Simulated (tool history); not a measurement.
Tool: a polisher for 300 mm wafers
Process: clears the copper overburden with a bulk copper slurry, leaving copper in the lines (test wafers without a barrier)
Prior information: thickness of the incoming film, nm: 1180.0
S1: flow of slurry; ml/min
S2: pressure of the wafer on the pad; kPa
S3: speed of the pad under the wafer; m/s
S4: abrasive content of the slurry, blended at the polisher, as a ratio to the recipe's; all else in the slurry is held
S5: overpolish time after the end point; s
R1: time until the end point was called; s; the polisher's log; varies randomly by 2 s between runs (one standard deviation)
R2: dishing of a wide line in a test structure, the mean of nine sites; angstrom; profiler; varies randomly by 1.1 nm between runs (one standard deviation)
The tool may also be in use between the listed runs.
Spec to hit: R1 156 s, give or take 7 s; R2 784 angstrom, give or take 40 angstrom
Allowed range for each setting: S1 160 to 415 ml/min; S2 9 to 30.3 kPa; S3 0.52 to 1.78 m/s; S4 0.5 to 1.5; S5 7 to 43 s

Run 1, hour 0: S1 265 ml/min, S2 19.3 kPa, S3 1.14 m/s, S4 1, S5 22 s. Result: R1 124.14 s, R2 1065.5 angstrom.
Run 2, hour 7.8: S1 265 ml/min, S2 18.6 kPa, S3 1.14 m/s, S4 1, S5 21 s. Result: R1 125.72 s, R2 997.42 angstrom.
Run 3, hour 16.7: S1 265 ml/min, S2 18.6 kPa, S3 1.14 m/s, S4 1, S5 13 s. Result: R1 128.09 s, R2 754.74 angstrom.
Run 4, hour 18.1: S1 265 ml/min, S2 17.9 kPa, S3 1.14 m/s, S4 1, S5 14 s. Result: R1 131.79 s, R2 740.05 angstrom.
Run 5, hour 21: S1 265 ml/min, S2 17.9 kPa, S3 1.32 m/s, S4 1, S5 14 s. Result: R1 112.07 s, R2 829.93 angstrom.
Run 6, hour 24: S1 265 ml/min, S2 16.5 kPa, S3 1.3 m/s, S4 1, S5 15 s. Result: R1 125.17 s, R2 804.69 angstrom.
Run 7, hour 31.6: S1 265 ml/min, S2 15.9 kPa, S3 1.3 m/s, S4 1, S5 16 s. Result: R1 130.2 s, R2 828.11 angstrom.
Run 8, hour 35.1: S1 265 ml/min, S2 15.2 kPa, S3 1.3 m/s, S4 1, S5 16 s. Result: R1 134.46 s, R2 780.61 angstrom.
Run 9, hour 43.5: S1 265 ml/min, S2 14.5 kPa, S3 1.3 m/s, S4 1, S5 17 s. Result: R1 146.16 s, R2 774.03 angstrom.
Run 10, hour 45.9: S1 265 ml/min, S2 13.8 kPa, S3 1.3 m/s, S4 1, S5 18 s. Result: R1 148.32 s, R2 809.96 angstrom.
Run 11, hour 54.3: S1 265 ml/min, S2 13.8 kPa, S3 1.3 m/s, S4 1, S5 18 s. Result: R1 147.24 s, R2 773.67 angstrom.

Pick the move, out of 4, that brings all results within their allowed miss; only one does.
Run A, hour 62.7: S1 220 ml/min, S2 17.2 kPa, S3 0.92 m/s, S4 0.95, S5 23 s. Result: R1 ?, R2 ?.
Run B, hour 62.7: S1 320 ml/min, S2 13.1 kPa, S3 1.48 m/s, S4 1.1, S5 20 s. Result: R1 ?, R2 ?.
Run C, hour 62.7: S1 200 ml/min, S2 15.9 kPa, S3 1.3 m/s, S4 0.8, S5 19 s. Result: R1 ?, R2 ?.
Run D, hour 62.7: S1 185 ml/min, S2 12.4 kPa, S3 1.48 m/s, S4 0.95, S5 19 s. Result: R1 ?, R2 ?.

move      R1      R2
   A  171.39  857.81
   B  131.54  882.84
   C  138.58  858.62
   D  152.15  779.41
A: the result that was furthest off in the last run now lies on the other side of its target
B: further off than the last run
C: further off than the last run
D: all results land within tolerance of their targets
Move D is the one to make.

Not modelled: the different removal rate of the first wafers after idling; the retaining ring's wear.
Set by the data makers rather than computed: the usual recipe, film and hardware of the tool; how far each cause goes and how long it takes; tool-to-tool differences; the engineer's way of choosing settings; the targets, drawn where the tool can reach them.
